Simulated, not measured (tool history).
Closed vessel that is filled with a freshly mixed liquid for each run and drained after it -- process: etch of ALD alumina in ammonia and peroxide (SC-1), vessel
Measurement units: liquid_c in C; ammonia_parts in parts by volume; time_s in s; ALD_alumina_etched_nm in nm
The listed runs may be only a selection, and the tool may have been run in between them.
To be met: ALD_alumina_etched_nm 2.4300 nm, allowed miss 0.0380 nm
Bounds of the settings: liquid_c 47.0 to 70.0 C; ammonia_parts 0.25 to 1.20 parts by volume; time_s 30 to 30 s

run	day	liquid_c	ammonia_parts	time_s	ALD_alumina_etched_nm
1	0.000	63.0	0.95	30	4.0064
2	0.042	62.0	0.95	30	3.7868
3	0.258	62.0	0.95	30	3.8167
4	0.438	59.0	0.95	30	3.2320
5	0.600	58.5	0.95	30	3.1623
6	0.696	62.0	0.95	30	3.8069
7	1.054	61.0	0.95	30	3.6132
8	1.362	60.0	0.95	30	3.4583
9	1.546	59.5	0.95	30	3.3485
10	1.583	59.0	0.95	30	3.2369
11	1.946	58.5	0.95	30	3.1831
12	2.283	58.0	0.95	30	3.0991
13	2.542	57.5	0.95	30	3.0212
14	2.612	57.0	0.95	30	2.9256
15	2.908	56.5	0.95	30	2.8603
16	3.146	52.5	0.95	30	2.3031
17	3.283	53.0	0.95	30	2.3665

4 candidate next runs follow, results not yet known. Just one meets every target within its allowed miss. Identify it.
A	3.421	54.5	0.55	30	?
B	3.421	52.5	0.90	30	?
C	3.421	52.5	1.20	30	?
D	3.421	53.0	0.80	30	?

move	ALD_alumina_etched_nm
A	2.4370
B	2.2936
C	2.3572
D	2.3301
A: all results land within tolerance of their targets
B: misses by more than the last run did
C: misses by more than the last run did
D: misses by more than the last run did
Move A is the one to make.
